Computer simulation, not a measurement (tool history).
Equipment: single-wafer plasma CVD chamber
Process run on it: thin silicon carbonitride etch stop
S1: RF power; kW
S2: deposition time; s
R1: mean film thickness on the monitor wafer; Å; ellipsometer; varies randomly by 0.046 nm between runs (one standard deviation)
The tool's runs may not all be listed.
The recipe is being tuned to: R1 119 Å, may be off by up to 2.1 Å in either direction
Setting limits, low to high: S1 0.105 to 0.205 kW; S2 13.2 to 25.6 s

run,hour,S1,S2,R1
1,0,0.155,19.4,109.23
2,5,0.135,19.4,104.82
3,6.8,0.14,19.5,105.95
4,14.9,0.14,17.8,97.102
5,20.3,0.14,15.2,82.981
6,26.8,0.12,15.2,79.052
7,31.7,0.13,15.7,83.634
8,38.9,0.135,16.2,87.747
9,47.1,0.14,16.6,90.425
10,55.2,0.145,16.9,93.093
11,61.3,0.15,17.2,95.804
12,69.3,0.155,17.4,96.902
13,76.1,0.16,17.7,99.886

Which single option among these 4 for the next run brings every result within its allowed miss of target? Just one does.
A,82.9,0.135,21.3,?
B,82.9,0.165,20,?
C,82.9,0.16,21,?
D,82.9,0.195,20.4,?

move,R1
A,114.35
B,113.74
C,118.37
D,121.75
A: an improvement on the last run, though not all results are within tolerance
B: an improvement on the last run, though not all results are within tolerance
C: all results land within tolerance of their targets
D: carries the result that was furthest off beyond its target, to the other side
Answer: C

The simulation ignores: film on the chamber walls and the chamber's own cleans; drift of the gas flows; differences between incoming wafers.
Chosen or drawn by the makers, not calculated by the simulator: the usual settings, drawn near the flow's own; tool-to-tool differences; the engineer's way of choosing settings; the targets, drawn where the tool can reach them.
